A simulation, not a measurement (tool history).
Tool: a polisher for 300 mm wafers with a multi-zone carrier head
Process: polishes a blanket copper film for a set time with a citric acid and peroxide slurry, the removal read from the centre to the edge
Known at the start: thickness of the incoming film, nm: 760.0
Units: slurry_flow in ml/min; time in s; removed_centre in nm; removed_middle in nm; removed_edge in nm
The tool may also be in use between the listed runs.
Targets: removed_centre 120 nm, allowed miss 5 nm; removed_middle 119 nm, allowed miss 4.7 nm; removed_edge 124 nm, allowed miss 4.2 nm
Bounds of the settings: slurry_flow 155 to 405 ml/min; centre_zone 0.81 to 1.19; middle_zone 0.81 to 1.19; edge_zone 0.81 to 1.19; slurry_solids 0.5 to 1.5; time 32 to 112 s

run  hour  slurry_flow  centre_zone  middle_zone  edge_zone  slurry_solids  time  removed_centre  removed_middle  removed_edge
  1     0          260            1            1          1              1    72          248.65          240.15        244.06
  2   3.8          295            1            1          1              1    72          252.65           245.5        244.78
  3   4.8          270            1            1          1              1    72          241.28          237.11        246.75
  4  13.5          305            1            1          1              1    72          248.86          251.45        242.59
  5  20.8          305         0.98         0.97       0.98            0.9    63          205.91          199.53        209.82
  6  25.1          305         0.98         0.97       0.98            1.1    63          225.33          217.46        224.01
  7  32.3          320         0.98         0.97       0.96           0.95    56          183.84          186.43        187.63
  8  39.7          320         0.99         0.96       0.94           0.85    52          170.63          164.91        166.61
  9  41.6          320         0.97         0.95       0.92           0.75    50          150.86          150.33        153.42
 10  48.7          315         0.96         0.94        0.9            0.7    49          145.89          145.28        141.25
 11  49.8          305         0.93         0.91        0.9           0.65    49          134.87          140.06        140.02
 12  52.1          300         0.93         0.89       0.89            0.6    49           132.4          129.15         135.6
 13    60          290         0.92         0.88       0.87            0.6    49          131.55          128.63        131.24
 14  65.8          285         0.91         0.87       0.86            0.6    49          128.48          130.85        132.24
 15  66.6          285         0.91         0.86       0.85            0.6    49          124.88          130.18        130.68
 16  71.2          285         0.91         0.85       0.85            0.6    49          130.32           127.3        132.18
 17  79.5          280          0.9         0.84       0.84            0.6    49          125.46          125.97        130.95
 18  80.5          275          0.9         0.83       0.83            0.6    49          126.33          125.95        128.73

4 next moves are on the table. One of them brings every result within its allowed miss. Which?
  A  81.5          245         0.94         0.81       0.89            0.5    53               ?               ?             ?
  B  81.5          365         0.88         0.81       0.82            0.5    50               ?               ?             ?
  C  81.5          240          0.9         0.83       0.83            0.5    56               ?               ?             ?
  D  81.5          315         0.84         0.81       0.88           0.55    54               ?               ?             ?

move  removed_centre  removed_middle  removed_edge
   A          131.19          124.44        134.51
   B          119.86          121.16        125.28
   C          132.42          133.13        137.53
   D           127.1          134.82        144.21
A: further off than the last run
B: meets every target
C: further off than the last run
D: further off than the last run
Move B is the one to make.

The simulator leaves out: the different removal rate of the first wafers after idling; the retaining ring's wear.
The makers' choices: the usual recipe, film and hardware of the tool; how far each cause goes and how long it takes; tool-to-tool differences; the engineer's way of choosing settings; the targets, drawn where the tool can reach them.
